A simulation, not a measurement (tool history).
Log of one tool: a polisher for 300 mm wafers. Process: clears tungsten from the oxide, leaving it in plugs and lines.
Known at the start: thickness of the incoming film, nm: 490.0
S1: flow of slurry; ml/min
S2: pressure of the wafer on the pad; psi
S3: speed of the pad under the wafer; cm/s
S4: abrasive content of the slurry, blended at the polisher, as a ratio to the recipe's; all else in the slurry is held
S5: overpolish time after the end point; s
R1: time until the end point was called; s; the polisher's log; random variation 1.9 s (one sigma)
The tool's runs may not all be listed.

{"run": 1, "hour": 0.0, "S1": 235, "S2": 2.5, "S3": 120, "S4": 1, "S5": 10, "R1": 177.88}
{"run": 2, "hour": 6.1, "S1": 235, "S2": 2.5, "S3": 120, "S4": 1, "S5": 8, "R1": 175.15}
{"run": 3, "hour": 10.0, "S1": 235, "S2": 2.5, "S3": 120, "S4": 1, "S5": 8, "R1": 177.48}
{"run": 4, "hour": 16.0, "S1": 235, "S2": 2.4, "S3": 120, "S4": 1, "S5": 8, "R1": 179.94}
{"run": 5, "hour": 24.7, "S1": 235, "S2": 2.4, "S3": 120, "S4": 1, "S5": 10, "R1": 184.53}
{"run": 6, "hour": 29.7, "S1": 235, "S2": 2.3, "S3": 120, "S4": 1, "S5": 10, "R1": 189.87}
{"run": 7, "hour": 33.7, "S1": 235, "S2": 2.2, "S3": 120, "S4": 1, "S5": 10, "R1": 198.42}
{"run": 8, "hour": 37.8, "S1": 235, "S2": 2.1, "S3": 120, "S4": 1, "S5": 10, "R1": 208.73}

Run 9 comes next. What will it give?
{"run": 9, "hour": 46.4, "S1": 235, "S2": 2, "S3": 120, "S4": 1, "S5": 10, "R1": "?"}

{"run 9": {"R1": 219.42}}

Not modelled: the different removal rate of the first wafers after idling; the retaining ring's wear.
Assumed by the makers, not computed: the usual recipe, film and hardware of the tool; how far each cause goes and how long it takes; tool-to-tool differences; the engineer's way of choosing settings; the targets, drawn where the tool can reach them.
